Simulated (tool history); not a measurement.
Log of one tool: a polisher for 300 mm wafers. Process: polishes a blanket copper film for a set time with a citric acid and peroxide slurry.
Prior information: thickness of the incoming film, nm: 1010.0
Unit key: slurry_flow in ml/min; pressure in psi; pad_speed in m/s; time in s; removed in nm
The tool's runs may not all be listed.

{"run": 1, "hour": 0.0, "slurry_flow": 165, "pressure": 3.0, "pad_speed": 1.04, "slurry_solids": 1.0, "time": 44, "removed": 100.72}
{"run": 2, "hour": 1.9, "slurry_flow": 165, "pressure": 2.8, "pad_speed": 1.04, "slurry_solids": 1.0, "time": 44, "removed": 97.199}
{"run": 3, "hour": 9.1, "slurry_flow": 165, "pressure": 2.4, "pad_speed": 1.04, "slurry_solids": 1.0, "time": 44, "removed": 86.456}
{"run": 4, "hour": 16.1, "slurry_flow": 165, "pressure": 2.4, "pad_speed": 1.04, "slurry_solids": 1.2, "time": 44, "removed": 88.752}
{"run": 5, "hour": 22.1, "slurry_flow": 165, "pressure": 2.3, "pad_speed": 1.02, "slurry_solids": 1.2, "time": 44, "removed": 82.535}
{"run": 6, "hour": 28.6, "slurry_flow": 165, "pressure": 2.2, "pad_speed": 1.02, "slurry_solids": 1.2, "time": 44, "removed": 80.653}
{"run": 7, "hour": 34.9, "slurry_flow": 165, "pressure": 2.1, "pad_speed": 1.02, "slurry_solids": 1.2, "time": 44, "removed": 77.115}

Expected results for the next run?
{"run": 8, "hour": 41.3, "slurry_flow": 165, "pressure": 2.0, "pad_speed": 1.02, "slurry_solids": 1.2, "time": 44, "removed": "?"}

removed: 75.642 nm
